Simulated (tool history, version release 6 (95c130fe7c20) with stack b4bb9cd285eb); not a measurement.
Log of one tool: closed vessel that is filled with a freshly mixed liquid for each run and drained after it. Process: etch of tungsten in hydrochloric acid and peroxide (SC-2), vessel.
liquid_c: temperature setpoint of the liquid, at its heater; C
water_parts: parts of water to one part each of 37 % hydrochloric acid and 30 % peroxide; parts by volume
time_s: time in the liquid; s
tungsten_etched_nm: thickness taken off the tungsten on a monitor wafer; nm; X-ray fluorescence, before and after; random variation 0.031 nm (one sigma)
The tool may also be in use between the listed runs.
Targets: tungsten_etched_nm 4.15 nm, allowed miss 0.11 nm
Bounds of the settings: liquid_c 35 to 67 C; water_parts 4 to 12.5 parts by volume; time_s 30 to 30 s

run	hour	liquid_c	water_parts	time_s	tungsten_etched_nm
1	0	51	7	30	5.9155
2	3.7	49.5	7	30	5.2296
3	4.7	48.5	7	30	4.9399
4	7.2	48.5	4.5	30	6.7721
5	9.9	48.5	6	30	5.55
6	14	47.5	6	30	5.2161
7	17.5	46.5	6	30	4.8427
8	20.2	46	6	30	4.7222
9	27.2	45.5	6	30	4.5438
10	33.8	45	6	30	4.3635

5 next moves are on the table. One of them brings every result within its allowed miss. Which?
A	40.4	45.5	6	30	?
B	40.4	47	7	30	?
C	40.4	43.5	5.5	30	?
D	40.4	46	6.5	30	?
E	40.4	44.5	6.5	30	?

move	tungsten_etched_nm
A	4.5612
B	4.4915
C	4.2381
D	4.4424
E	4.0075
A: further off than the last run
B: further off than the last run
C: meets every target
D: further off than the last run
E: takes the result that was furthest off past its target
The right move is C.

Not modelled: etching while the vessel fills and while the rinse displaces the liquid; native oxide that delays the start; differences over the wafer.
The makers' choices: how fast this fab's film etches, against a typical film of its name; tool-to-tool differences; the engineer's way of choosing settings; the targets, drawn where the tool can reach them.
